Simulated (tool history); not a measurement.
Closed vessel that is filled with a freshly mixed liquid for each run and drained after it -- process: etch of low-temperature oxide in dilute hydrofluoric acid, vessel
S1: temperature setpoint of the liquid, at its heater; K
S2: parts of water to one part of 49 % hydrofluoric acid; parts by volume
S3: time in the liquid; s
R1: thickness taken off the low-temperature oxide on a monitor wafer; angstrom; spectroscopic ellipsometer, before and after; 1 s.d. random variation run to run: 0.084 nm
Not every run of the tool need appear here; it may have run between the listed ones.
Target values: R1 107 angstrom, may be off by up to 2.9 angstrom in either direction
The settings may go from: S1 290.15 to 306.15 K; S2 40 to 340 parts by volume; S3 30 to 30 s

{"run": 1, "day": 0.0, "S1": 298.15, "S2": 190, "S3": 30, "R1": 57.995}
{"run": 2, "day": 0.129, "S1": 296.65, "S2": 190, "S3": 30, "R1": 54.448}
{"run": 3, "day": 0.221, "S1": 298.15, "S2": 190, "S3": 30, "R1": 57.997}
{"run": 4, "day": 0.425, "S1": 298.15, "S2": 155, "S3": 30, "R1": 73.05}
{"run": 5, "day": 0.525, "S1": 300.65, "S2": 150, "S3": 30, "R1": 85.305}
{"run": 6, "day": 0.875, "S1": 300.65, "S2": 150, "S3": 30, "R1": 84.865}
{"day": 0.946, "done": "hydrofluoric acid flow meter replaced"}
{"run": 7, "day": 0.946, "S1": 302.15, "S2": 150, "S3": 30, "R1": 78.618}
{"run": 8, "day": 1.15, "S1": 302.15, "S2": 150, "S3": 30, "R1": 80.603}
{"run": 9, "day": 1.346, "S1": 302.15, "S2": 140, "S3": 30, "R1": 85.693}
{"run": 10, "day": 1.5, "S1": 302.65, "S2": 130, "S3": 30, "R1": 95.948}
{"run": 11, "day": 1.854, "S1": 303.15, "S2": 125, "S3": 30, "R1": 101.93}

Exercise: of the 4 proposed moves below, exactly one satisfies all targets within the stated allowed misses. Which move is it?
{"run": "A", "day": 2.208, "S1": 303.15, "S2": 130, "S3": 30, "R1": "?"}
{"run": "B", "day": 2.208, "S1": 306.15, "S2": 145, "S3": 30, "R1": "?"}
{"run": "C", "day": 2.208, "S1": 301.65, "S2": 115, "S3": 30, "R1": "?"}
{"run": "D", "day": 2.208, "S1": 301.65, "S2": 125, "S3": 30, "R1": "?"}

move=A R1=96.82
move=B R1=94.657
move=C R1=105.64
move=D R1=95.908
A: moves away from the targets compared with the last run
B: moves away from the targets compared with the last run
C: every result lands within tolerance
D: moves away from the targets compared with the last run
Correct choice: C, which meets every target

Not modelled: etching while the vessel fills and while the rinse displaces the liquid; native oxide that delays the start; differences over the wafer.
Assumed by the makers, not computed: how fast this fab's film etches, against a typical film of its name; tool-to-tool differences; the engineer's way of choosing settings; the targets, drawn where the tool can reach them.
